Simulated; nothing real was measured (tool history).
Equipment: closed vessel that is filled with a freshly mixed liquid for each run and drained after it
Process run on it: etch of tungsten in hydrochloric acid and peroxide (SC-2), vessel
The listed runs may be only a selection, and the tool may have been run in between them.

run,hour,temperature setpoint of the liquid (°C),parts of water to one part each of 37 % hydrochloric acid and 30 % peroxide (parts by volume),time in the liquid (s),thickness taken off the tungsten on a monitor wafer (angstrom)
1,0,45,10.5,105,201.05
2,3.1,48.5,10.5,105,256.62
3,8.8,48.5,10.5,105,259.44
4,10.4,48.5,9,105,292.24
5,13.3,48.5,9,105,292.08
6,18.1,50.5,9,105,331.9
7,19.8,50.5,9,105,333.28
8,22.8,52,9,105,371.86

Estimate the outcome of run 9 from the log above:
9,29.9,53,9,105,?

{"run 9": {"thickness taken off the tungsten on a monitor wafer (angstrom)": 399.42}}
